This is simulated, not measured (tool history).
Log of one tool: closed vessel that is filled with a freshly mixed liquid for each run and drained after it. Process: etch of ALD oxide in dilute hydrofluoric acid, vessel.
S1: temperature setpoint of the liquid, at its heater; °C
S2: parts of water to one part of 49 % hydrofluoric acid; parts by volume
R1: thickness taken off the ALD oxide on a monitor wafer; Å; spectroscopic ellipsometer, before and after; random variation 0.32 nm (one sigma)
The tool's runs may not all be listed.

run 1 hour=0.0 | S1=23.0 S2=65 time_in_the_liquid_(s)=105 | R1=347.37
run 2 hour=8.8 | S1=24.0 S2=65 time_in_the_liquid_(s)=105 | R1=371.15
run 3 hour=16.5 | S1=24.0 S2=65 time_in_the_liquid_(s)=105 | R1=362.49
run 4 hour=25.0 | S1=24.0 S2=65 time_in_the_liquid_(s)=110 | R1=387.08
run 5 hour=31.2 | S1=24.0 S2=65 time_in_the_liquid_(s)=110 | R1=386.23
run 6 hour=34.5 | S1=24.0 S2=65 time_in_the_liquid_(s)=110 | R1=382.98
run 7 hour=38.8 | S1=24.5 S2=65 time_in_the_liquid_(s)=110 | R1=387.13
run 8 hour=45.7 | S1=25.0 S2=65 time_in_the_liquid_(s)=110 | R1=396.04
run 9 hour=47.6 | S1=25.0 S2=65 time_in_the_liquid_(s)=110 | R1=401.29

What will run 10 give?
run 10 hour=53.4 | S1=25.0 S2=65 time_in_the_liquid_(s)=110 | R1=?

{"run 10": {"R1": 403.98}}

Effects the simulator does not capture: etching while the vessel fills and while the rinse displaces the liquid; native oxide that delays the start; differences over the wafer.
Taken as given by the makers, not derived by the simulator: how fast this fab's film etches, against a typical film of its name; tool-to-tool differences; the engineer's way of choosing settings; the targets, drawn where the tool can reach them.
